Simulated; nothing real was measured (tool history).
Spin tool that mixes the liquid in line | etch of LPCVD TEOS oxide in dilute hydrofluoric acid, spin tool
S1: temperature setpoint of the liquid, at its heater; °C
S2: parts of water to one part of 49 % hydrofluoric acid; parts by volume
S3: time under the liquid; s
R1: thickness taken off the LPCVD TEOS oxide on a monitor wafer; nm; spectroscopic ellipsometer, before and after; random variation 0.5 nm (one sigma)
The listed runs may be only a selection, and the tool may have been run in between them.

Run 1, day 0.000: S1 20.0 °C, S2 140 parts by volume, S3 260 s. Result: R1 55.235 nm.
Run 2, day 0.171: S1 20.0 °C, S2 115 parts by volume, S3 260 s. Result: R1 68.576 nm.
Run 3, day 0.450: S1 22.5 °C, S2 100 parts by volume, S3 260 s. Result: R1 89.279 nm.
Run 4, day 0.571: S1 22.5 °C, S2 100 parts by volume, S3 280 s. Result: R1 96.564 nm.
Run 5, day 0.842: S1 24.5 °C, S2 95 parts by volume, S3 280 s. Result: R1 111.220 nm.
Run 6, day 0.962: S1 22.0 °C, S2 95 parts by volume, S3 280 s. Result: R1 99.635 nm.
Run 7, day 1.317: S1 24.0 °C, S2 95 parts by volume, S3 280 s. Result: R1 108.870 nm.
Run 8, day 1.575: S1 25.5 °C, S2 95 parts by volume, S3 280 s. Result: R1 115.350 nm.

The next listed run, before its measurement:
Run 9, day 1.858: S1 26.5 °C, S2 90 parts by volume, S3 280 s. Result: R1 ?.

{"run 9": {"R1": 127.79}}

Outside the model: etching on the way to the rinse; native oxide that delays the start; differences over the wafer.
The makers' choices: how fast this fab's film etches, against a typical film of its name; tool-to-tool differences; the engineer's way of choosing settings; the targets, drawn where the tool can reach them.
